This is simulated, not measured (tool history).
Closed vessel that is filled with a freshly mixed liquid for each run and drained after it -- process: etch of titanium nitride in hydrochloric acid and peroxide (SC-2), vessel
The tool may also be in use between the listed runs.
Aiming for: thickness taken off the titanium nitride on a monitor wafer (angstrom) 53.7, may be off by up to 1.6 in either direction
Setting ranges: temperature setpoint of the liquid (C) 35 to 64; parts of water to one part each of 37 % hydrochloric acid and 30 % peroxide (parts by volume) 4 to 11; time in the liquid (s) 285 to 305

| run | hour | temperature setpoint of the liquid (C) | parts of water to one part each of 37 % hydrochloric acid and 30 % peroxide (parts by volume) | time in the liquid (s) | thickness taken off the titanium nitride on a monitor wafer (angstrom) |
|---|---|---|---|---|---|
| 1 | 0 | 48 | 6 | 285 | 142.24 |
| 2 | 0.8 | 46 | 6 | 285 | 122.42 |
| 3 | 2.8 | 46 | 6 | 285 | 122.98 |
| 4 | 4.4 | 46 | 8 | 285 | 97.936 |
| 5 | 8.6 | 49 | 8 | 285 | 120.83 |
| 6 | 17 | 49 | 8 | 285 | 120.25 |
| 7 | 18 | 47.5 | 8 | 285 | 108.52 |
| 8 | 21.3 | 46 | 8 | 285 | 97.723 |
| 9 | 28.8 | 45 | 8 | 285 | 91.618 |
| 10 | 29.7 | 45 | 8 | 285 | 91.049 |
| 11 | 30.3 | 37 | 8 | 285 | 52.366 |

4 next moves are on the table. One of them brings every result within its allowed miss. Which?
| A | 30.9 | 35 | 7.5 | 305 | ? |
| B | 30.9 | 36 | 7 | 285 | ? |
| C | 30.9 | 36.5 | 8 | 285 | ? |
| D | 30.9 | 38 | 9.5 | 290 | ? |

| move | thickness taken off the titanium nitride on a monitor wafer (angstrom) |
|---|---|
| A | 50.636 |
| B | 53.732 |
| C | 50.15 |
| D | 49.454 |
A: its largest miss is bigger than the last run's
B: every result lands within tolerance
C: its largest miss is bigger than the last run's
D: its largest miss is bigger than the last run's
Go with B: it meets all targets.

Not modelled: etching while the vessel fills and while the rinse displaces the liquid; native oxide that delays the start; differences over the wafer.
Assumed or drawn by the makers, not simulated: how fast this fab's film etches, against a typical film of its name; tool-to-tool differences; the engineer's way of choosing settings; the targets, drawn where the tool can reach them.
